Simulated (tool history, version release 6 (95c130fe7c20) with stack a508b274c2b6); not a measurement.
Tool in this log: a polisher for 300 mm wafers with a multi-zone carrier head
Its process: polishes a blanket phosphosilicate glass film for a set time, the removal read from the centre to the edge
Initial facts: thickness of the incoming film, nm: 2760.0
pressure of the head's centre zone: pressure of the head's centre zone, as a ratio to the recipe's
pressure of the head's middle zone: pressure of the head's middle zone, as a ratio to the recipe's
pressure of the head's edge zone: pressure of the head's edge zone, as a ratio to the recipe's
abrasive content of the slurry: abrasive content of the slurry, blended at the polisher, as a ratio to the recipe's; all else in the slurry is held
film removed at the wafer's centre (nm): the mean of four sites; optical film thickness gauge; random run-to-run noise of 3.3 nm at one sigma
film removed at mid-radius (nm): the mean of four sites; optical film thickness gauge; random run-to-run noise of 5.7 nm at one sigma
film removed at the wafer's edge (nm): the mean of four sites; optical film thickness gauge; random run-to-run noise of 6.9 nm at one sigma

run,hour,flow of slurry (ml/min),pressure of the head's centre zone,pressure of the head's middle zone,pressure of the head's edge zone,abrasive content of the slurry,polishing time (s),film removed at the wafer's centre (nm),film removed at mid-radius (nm),film removed at the wafer's edge (nm)
1,0,215,1,1,1,1,75,854.62,852.81,857.61
2,7.8,220,1,1.02,0.94,0.85,69,745.24,756.22,714.13
3,15,220,1,0.96,0.94,0.85,69,746.22,731.14,721.47
4,19.7,220,0.99,0.98,0.9,0.75,65,655.49,660.73,636.44
5,28.5,220,0.99,1.05,0.9,0.75,65,662.39,698.79,633.81
6,36.3,220,0.99,1.12,0.9,0.75,65,658.21,741.2,642.65
7,43.3,230,0.99,1.1,0.87,0.65,62,603.84,647.73,567.48
8,44,240,0.98,1.1,0.85,0.6,60,563.73,615.86,537.72
9,52.2,235,0.98,1.1,0.84,0.55,59,531.24,585.04,509.93

Run 10 has not been measured yet. What should we expect?
10,56.4,230,0.99,1.1,0.83,0.55,59,?,?,?

{"run 10": {"film removed at the wafer's centre (nm)": 543.51, "film removed at mid-radius (nm)": 595.48, "film removed at the wafer's edge (nm)": 510.77}}

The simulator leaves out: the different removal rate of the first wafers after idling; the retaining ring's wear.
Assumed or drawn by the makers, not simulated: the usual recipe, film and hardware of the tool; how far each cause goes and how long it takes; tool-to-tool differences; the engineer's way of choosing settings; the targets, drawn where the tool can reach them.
